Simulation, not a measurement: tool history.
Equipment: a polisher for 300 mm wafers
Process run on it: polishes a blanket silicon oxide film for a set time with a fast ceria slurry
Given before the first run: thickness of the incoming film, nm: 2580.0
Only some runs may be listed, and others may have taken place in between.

run    day  flow of slurry (ml/min)  pressure of the wafer on the pad (psi)  speed of the pad under the wafer (cm/s)  polishing time (s)  film removed (angstrom)
  1      0                      155                                     2.8                                      128                  30                   6134.4
  2  0.296                      130                                     2.8                                      128                  30                   5919.7
  3  0.496                      130                                     2.8                                      152                  30                   6636.3
  4  0.675                      125                                     2.6                                      152                  30                   6179.8
  5  1.012                      125                                     2.6                                      152                  30                   6117.7
  6   1.15                      120                                     2.5                                      152                  30                   5812.1
  7  1.188                      115                                     2.4                                      152                  30                   5543.6
  8  1.292                      110                                     2.4                                      152                  30                     5448

Predict the results of run 9:
  9  1.575                      105                                     2.4                                      152                  30                        ?

{"run 9": {"film removed (angstrom)": 5448.4}}
